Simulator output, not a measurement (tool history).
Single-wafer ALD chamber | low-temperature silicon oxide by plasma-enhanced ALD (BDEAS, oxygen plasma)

run    day  heater temperature setpoint (K)  number of ALD cycles (cycles)  mean film thickness on the monitor wafer (Å)
  1  0.000                           378.15                             69                                        93.112
  2  0.300                           386.15                             69                                        91.819
  3  0.446                           386.15                             64                                        85.702
  4  0.812                           387.15                             63                                        84.058
  5  1.071                           388.15                             62                                        81.445
  6  1.442                           389.15                             62                                        82.058

What will run 7 give?
  7  1.679                           390.15                             61                                             ?

{"run 7": {"mean film thickness on the monitor wafer (Å)": 80.482}}

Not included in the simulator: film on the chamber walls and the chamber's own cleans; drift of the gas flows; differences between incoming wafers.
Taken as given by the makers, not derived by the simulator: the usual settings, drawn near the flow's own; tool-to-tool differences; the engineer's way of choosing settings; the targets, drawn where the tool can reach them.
